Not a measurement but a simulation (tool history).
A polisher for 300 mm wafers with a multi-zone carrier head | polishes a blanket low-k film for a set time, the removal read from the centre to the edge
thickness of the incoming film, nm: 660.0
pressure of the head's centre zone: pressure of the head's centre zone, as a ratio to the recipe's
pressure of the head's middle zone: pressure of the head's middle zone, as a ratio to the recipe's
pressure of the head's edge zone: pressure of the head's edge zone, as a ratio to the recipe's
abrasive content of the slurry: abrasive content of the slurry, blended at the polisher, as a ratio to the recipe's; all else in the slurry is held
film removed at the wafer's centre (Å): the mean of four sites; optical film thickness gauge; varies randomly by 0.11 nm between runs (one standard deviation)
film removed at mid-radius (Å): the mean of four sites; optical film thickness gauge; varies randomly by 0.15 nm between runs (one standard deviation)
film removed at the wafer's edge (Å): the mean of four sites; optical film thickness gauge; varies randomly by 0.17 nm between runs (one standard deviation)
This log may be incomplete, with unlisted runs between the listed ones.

run  hour  flow of slurry (ml/min)  pressure of the head's centre zone  pressure of the head's middle zone  pressure of the head's edge zone  abrasive content of the slurry  polishing time (s)  film removed at the wafer's centre (Å)  film removed at mid-radius (Å)  film removed at the wafer's edge (Å)
  1   0.0                      265                                1.00                                1.00                              1.00                            1.00                  35                                 104.970                         106.260                               104.930
  2   8.4                      265                                1.00                                1.03                              1.00                            1.00                  35                                 105.720                         106.670                               105.500
  3  11.5                      275                                0.99                                1.07                              1.00                            1.10                  35                                 110.810                         117.500                               112.840
  4  13.8                      275                                1.05                                1.07                              1.00                            1.10                  35                                 115.980                         116.910                               111.510
  5  19.8                      285                                1.05                                1.10                              1.02                            1.15                  35                                 119.970                         122.050                               115.130
  6  24.5                      285                                1.05                                1.10                              1.02                            1.15                  27                                  92.370                          94.383                                88.268
  7  31.6                      285                                1.05                                1.10                              1.02                            1.15                  27                                  92.269                          94.078                                88.231
  8  39.7                      290                                1.04                                1.12                              1.03                            1.25                  29                                 103.460                         106.270                               100.790
  9  47.2                      295                                1.02                                1.14                              1.02                            1.30                  30                                 106.920                         115.770                               104.570

What will run 10 give?
 10  56.1                      300                                1.02                                1.15                              1.04                            1.35                  31                                       ?                               ?                                     ?

film removed at the wafer's centre (Å): 110.220
film removed at mid-radius (Å): 119.990
film removed at the wafer's edge (Å): 110.120
